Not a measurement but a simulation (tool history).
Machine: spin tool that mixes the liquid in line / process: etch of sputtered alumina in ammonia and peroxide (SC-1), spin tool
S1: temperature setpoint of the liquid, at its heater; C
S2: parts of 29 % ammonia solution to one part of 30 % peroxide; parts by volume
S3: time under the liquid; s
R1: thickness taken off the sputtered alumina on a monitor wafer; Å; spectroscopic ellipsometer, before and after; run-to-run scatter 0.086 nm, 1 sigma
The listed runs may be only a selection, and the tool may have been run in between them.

run  hour    S1   S2   S3      R1
  1     0    51  0.9  100  58.863
  2   7.8    51    1  100  58.907
  3  14.8    53    1  100  65.801
  4    17    53  1.2  100  66.697
  5  23.6  54.5  1.2  100  72.768
  6  30.1  54.5  1.2   80  57.373
  7  34.2    57  1.2   80   65.97
  8  41.5    59  1.2   80  73.808
  9    43  60.5  1.2   80  78.948
 10  47.9    62  1.2   80  86.208

Run 11 has not been measured yet. What should we expect?
 11  49.5  63  1.2  80   ?

Run 11 produced R1 90.701 Å.

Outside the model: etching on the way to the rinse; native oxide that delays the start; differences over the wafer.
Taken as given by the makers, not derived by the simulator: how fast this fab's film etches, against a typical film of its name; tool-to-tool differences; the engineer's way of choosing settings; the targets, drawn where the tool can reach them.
